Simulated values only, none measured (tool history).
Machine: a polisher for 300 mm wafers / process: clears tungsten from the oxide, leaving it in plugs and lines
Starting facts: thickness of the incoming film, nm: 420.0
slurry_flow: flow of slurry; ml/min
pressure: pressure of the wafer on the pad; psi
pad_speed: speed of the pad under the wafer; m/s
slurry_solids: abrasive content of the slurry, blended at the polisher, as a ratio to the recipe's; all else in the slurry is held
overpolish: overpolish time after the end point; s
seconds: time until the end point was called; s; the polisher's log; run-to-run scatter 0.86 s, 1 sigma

Run 1, day 0.000: slurry_flow 170 ml/min, pressure 3.0 psi, pad_speed 1.10 m/s, slurry_solids 1.0, overpolish 42 s. Result: seconds 85.149 s.
Run 2, day 0.304: slurry_flow 170 ml/min, pressure 3.0 psi, pad_speed 1.22 m/s, slurry_solids 1.0, overpolish 42 s. Result: seconds 76.722 s.
Run 3, day 0.488: slurry_flow 170 ml/min, pressure 3.2 psi, pad_speed 1.22 m/s, slurry_solids 1.0, overpolish 42 s. Result: seconds 70.549 s.
Run 4, day 0.621: slurry_flow 170 ml/min, pressure 3.3 psi, pad_speed 1.22 m/s, slurry_solids 1.0, overpolish 42 s. Result: seconds 67.862 s.
Run 5, day 0.829: slurry_flow 170 ml/min, pressure 3.4 psi, pad_speed 1.22 m/s, slurry_solids 1.0, overpolish 42 s. Result: seconds 69.732 s.
Run 6, day 1.138: slurry_flow 140 ml/min, pressure 3.4 psi, pad_speed 1.22 m/s, slurry_solids 1.0, overpolish 42 s. Result: seconds 68.825 s.
Run 7, day 1.492: slurry_flow 140 ml/min, pressure 3.5 psi, pad_speed 1.22 m/s, slurry_solids 1.0, overpolish 42 s. Result: seconds 68.891 s.

Predict the results of run 8:
Run 8, day 1.833: slurry_flow 140 ml/min, pressure 3.6 psi, pad_speed 1.22 m/s, slurry_solids 1.0, overpolish 42 s. Result: seconds ?.

seconds: 64.356 s
